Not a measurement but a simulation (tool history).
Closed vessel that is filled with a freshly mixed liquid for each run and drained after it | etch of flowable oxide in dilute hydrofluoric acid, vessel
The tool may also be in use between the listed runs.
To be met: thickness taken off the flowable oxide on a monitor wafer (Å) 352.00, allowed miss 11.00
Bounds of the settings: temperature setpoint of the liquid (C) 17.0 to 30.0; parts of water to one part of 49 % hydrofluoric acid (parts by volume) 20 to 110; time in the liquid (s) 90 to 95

| run | hour | temperature setpoint of the liquid (C) | parts of water to one part of 49 % hydrofluoric acid (parts by volume) | time in the liquid (s) | thickness taken off the flowable oxide on a monitor wafer (Å) |
|---|---|---|---|---|---|
| 1 | 0.0 | 22.0 | 60 | 90 | 366.69 |
| 2 | 3.0 | 23.5 | 60 | 90 | 397.50 |
| 3 | 4.2 | 22.5 | 60 | 90 | 381.05 |
| 4 | 12.4 | 22.0 | 60 | 90 | 370.28 |
| 5 | 20.4 | 22.0 | 50 | 90 | 449.80 |
| 6 | 27.9 | 22.0 | 35 | 90 | 664.71 |
| 7 | 31.9 | 20.5 | 40 | 90 | 547.88 |
|  | 35.6 | hydrofluoric acid flow meter replaced |
| 8 | 35.6 | 19.5 | 45 | 90 | 485.54 |
| 9 | 36.9 | 19.0 | 50 | 90 | 422.33 |
| 10 | 46.2 | 18.5 | 50 | 90 | 416.70 |
| 11 | 50.8 | 18.0 | 50 | 90 | 406.47 |
| 12 | 55.1 | 17.5 | 50 | 90 | 395.86 |

Which of these 5 next moves meets every target?
| A | 59.4 | 23.5 | 70 | 95 | ? |
| B | 59.4 | 17.0 | 55 | 90 | ? |
| C | 59.4 | 19.0 | 55 | 90 | ? |
| D | 59.4 | 17.0 | 45 | 95 | ? |
| E | 59.4 | 17.5 | 55 | 95 | ? |

| move | thickness taken off the flowable oxide on a monitor wafer (Å) |
|---|---|
| A | 375.68 |
| B | 350.92 |
| C | 382.44 |
| D | 457.80 |
| E | 378.51 |
A: nearer than the last run, and not there yet
B: meets every target
C: nearer than the last run, and not there yet
D: further off than the last run
E: nearer than the last run, and not there yet
The right move is B.
